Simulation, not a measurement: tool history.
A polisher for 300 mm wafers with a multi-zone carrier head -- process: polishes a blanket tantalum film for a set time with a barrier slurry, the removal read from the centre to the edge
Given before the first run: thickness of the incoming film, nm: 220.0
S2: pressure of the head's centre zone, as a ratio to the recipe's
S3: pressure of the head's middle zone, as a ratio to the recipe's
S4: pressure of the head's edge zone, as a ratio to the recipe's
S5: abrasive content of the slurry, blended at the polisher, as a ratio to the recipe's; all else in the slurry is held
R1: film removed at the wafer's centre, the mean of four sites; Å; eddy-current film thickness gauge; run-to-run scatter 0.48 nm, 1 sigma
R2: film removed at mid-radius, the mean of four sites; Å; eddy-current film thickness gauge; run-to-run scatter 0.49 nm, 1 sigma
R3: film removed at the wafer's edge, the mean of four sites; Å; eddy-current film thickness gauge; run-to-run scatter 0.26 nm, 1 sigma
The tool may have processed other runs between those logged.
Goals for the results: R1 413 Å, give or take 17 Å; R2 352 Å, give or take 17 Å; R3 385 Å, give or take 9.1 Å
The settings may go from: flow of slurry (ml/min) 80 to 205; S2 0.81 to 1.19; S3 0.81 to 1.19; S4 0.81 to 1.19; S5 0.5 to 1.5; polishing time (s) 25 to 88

run 1 day=0 | flow_of_slurry_(ml/min)=135 S2=1 S3=1 S4=1 S5=1 polishing_time_(s)=56 | R1=688.66 R2=678.43 R3=646.65
run 2 day=0.025 | flow_of_slurry_(ml/min)=125 S2=1 S3=0.95 S4=0.97 S5=0.85 polishing_time_(s)=51 | R1=576.4 R2=547.42 R3=554.61
run 3 day=0.208 | flow_of_slurry_(ml/min)=120 S2=1.01 S3=0.92 S4=0.94 S5=0.75 polishing_time_(s)=48 | R1=517.86 R2=462.64 R3=478.57
run 4 day=0.288 | flow_of_slurry_(ml/min)=110 S2=1 S3=0.9 S4=0.91 S5=0.7 polishing_time_(s)=48 | R1=487.81 R2=452.81 R3=454.31
run 5 day=0.488 | flow_of_slurry_(ml/min)=110 S2=1.07 S3=0.9 S4=0.91 S5=0.7 polishing_time_(s)=48 | R1=515.25 R2=445.39 R3=452.1
run 6 day=0.608 | flow_of_slurry_(ml/min)=110 S2=1.07 S3=0.9 S4=0.91 S5=0.55 polishing_time_(s)=48 | R1=443.65 R2=392.17 R3=399.23
run 7 day=0.958 | flow_of_slurry_(ml/min)=105 S2=1.07 S3=0.88 S4=0.92 S5=0.55 polishing_time_(s)=48 | R1=446.02 R2=376.08 R3=400.49
run 8 day=1.3 | flow_of_slurry_(ml/min)=105 S2=1.07 S3=0.88 S4=0.92 S5=0.55 polishing_time_(s)=48 | R1=449.85 R2=377.76 R3=399.68
run 9 day=1.367 | flow_of_slurry_(ml/min)=85 S2=1.02 S3=0.84 S4=0.9 S5=0.5 polishing_time_(s)=48 | R1=386.47 R2=323.11 R3=360.07
run 10 day=1.5 | flow_of_slurry_(ml/min)=90 S2=1.02 S3=0.84 S4=0.9 S5=0.5 polishing_time_(s)=48 | R1=395.63 R2=335.64 R3=364.78
run 11 day=1.667 | flow_of_slurry_(ml/min)=95 S2=1.02 S3=0.84 S4=0.91 S5=0.5 polishing_time_(s)=48 | R1=391.94 R2=332.42 R3=370.39
run 12 day=1.808 | flow_of_slurry_(ml/min)=100 S2=1.02 S3=0.84 S4=0.91 S5=0.5 polishing_time_(s)=48 | R1=403.36 R2=335.9 R3=374.55
run 13 day=2.179 | flow_of_slurry_(ml/min)=105 S2=1.02 S3=0.84 S4=0.91 S5=0.5 polishing_time_(s)=48 | R1=408.06 R2=339.22 R3=372.11
run 14 day=2.492 | flow_of_slurry_(ml/min)=105 S2=1.02 S3=0.85 S4=0.92 S5=0.5 polishing_time_(s)=48 | R1=402.54 R2=346.64 R3=370.18
run 15 day=2.667 | flow_of_slurry_(ml/min)=120 S2=1.02 S3=0.83 S4=0.96 S5=0.55 polishing_time_(s)=48 | R1=442.89 R2=366.65 R3=412.7
run 16 day=2.904 | flow_of_slurry_(ml/min)=115 S2=1.02 S3=0.83 S4=0.95 S5=0.55 polishing_time_(s)=48 | R1=440.68 R2=370.79 R3=404.49
run 17 day=2.954 | flow_of_slurry_(ml/min)=110 S2=1.02 S3=0.83 S4=0.94 S5=0.55 polishing_time_(s)=48 | R1=446.73 R2=368.06 R3=404.15
-- day=3.05 edge zone pressure recalibrated
run 18 day=3.05 | flow_of_slurry_(ml/min)=110 S2=1.02 S3=0.83 S4=0.94 S5=0.55 polishing_time_(s)=48 | R1=435.92 R2=362.68 R3=427.92
run 19 day=3.175 | flow_of_slurry_(ml/min)=105 S2=1.02 S3=0.84 S4=0.93 S5=0.55 polishing_time_(s)=48 | R1=430.05 R2=365.41 R3=418.25
run 20 day=3.488 | flow_of_slurry_(ml/min)=85 S2=1.03 S3=0.84 S4=0.85 S5=0.5 polishing_time_(s)=48 | R1=392.46 R2=323.05 R3=370.03
run 21 day=3.562 | flow_of_slurry_(ml/min)=90 S2=1.03 S3=0.85 S4=0.85 S5=0.5 polishing_time_(s)=48 | R1=392.01 R2=331.53 R3=373.58

4 candidate next runs follow, results not yet known. Just one meets every target within its allowed miss. Identify it.
run A day=3.638 | flow_of_slurry_(ml/min)=85 S2=0.91 S3=0.93 S4=0.81 S5=0.6 polishing_time_(s)=43 | R1=? R2=? R3=?
run B day=3.638 | flow_of_slurry_(ml/min)=105 S2=1.19 S3=0.96 S4=1.1 S5=0.5 polishing_time_(s)=41 | R1=? R2=? R3=?
run C day=3.638 | flow_of_slurry_(ml/min)=85 S2=1.08 S3=0.89 S4=0.92 S5=0.55 polishing_time_(s)=46 | R1=? R2=? R3=?
run D day=3.638 | flow_of_slurry_(ml/min)=80 S2=1.19 S3=1.02 S4=0.97 S5=0.55 polishing_time_(s)=43 | R1=? R2=? R3=?

move=A R1=363.63 R2=355.37 R3=366.29
move=B R1=384.63 R2=321.79 R3=355.57
move=C R1=411.55 R2=347.43 R3=388.03
move=D R1=405.2 R2=359.57 R3=365.96
A: further off than the last run
B: further off than the last run
C: every result within its allowed miss
D: further off than the last run
Move C is the one to make.

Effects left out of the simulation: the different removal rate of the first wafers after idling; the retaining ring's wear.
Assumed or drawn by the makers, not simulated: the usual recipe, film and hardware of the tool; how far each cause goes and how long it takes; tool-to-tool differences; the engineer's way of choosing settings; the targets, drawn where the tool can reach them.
